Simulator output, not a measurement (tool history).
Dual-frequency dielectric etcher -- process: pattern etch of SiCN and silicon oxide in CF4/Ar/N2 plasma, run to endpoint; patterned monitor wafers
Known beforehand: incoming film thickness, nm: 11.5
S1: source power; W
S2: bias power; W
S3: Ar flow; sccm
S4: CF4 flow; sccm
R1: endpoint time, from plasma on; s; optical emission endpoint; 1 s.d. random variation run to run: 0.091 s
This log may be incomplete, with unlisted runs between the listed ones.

run 1 hour=0 | S1=530 S2=92 S3=133 S4=53 | R1=11.39
run 2 hour=6.9 | S1=460 S2=92 S3=133 S4=53 | R1=13.037
run 3 hour=12.5 | S1=450 S2=92 S3=133 S4=53 | R1=13.355
run 4 hour=13.3 | S1=380 S2=92 S3=133 S4=53 | R1=15.759
run 5 hour=19.7 | S1=380 S2=92 S3=133 S4=48 | R1=15.956
run 6 hour=25.1 | S1=380 S2=92 S3=151 S4=48 | R1=16.14

For run 7, what comes out?
run 7 hour=31.6 | S1=470 S2=95 S3=150 S4=48 | R1=?

Run 7 measured R1 13.105 s.

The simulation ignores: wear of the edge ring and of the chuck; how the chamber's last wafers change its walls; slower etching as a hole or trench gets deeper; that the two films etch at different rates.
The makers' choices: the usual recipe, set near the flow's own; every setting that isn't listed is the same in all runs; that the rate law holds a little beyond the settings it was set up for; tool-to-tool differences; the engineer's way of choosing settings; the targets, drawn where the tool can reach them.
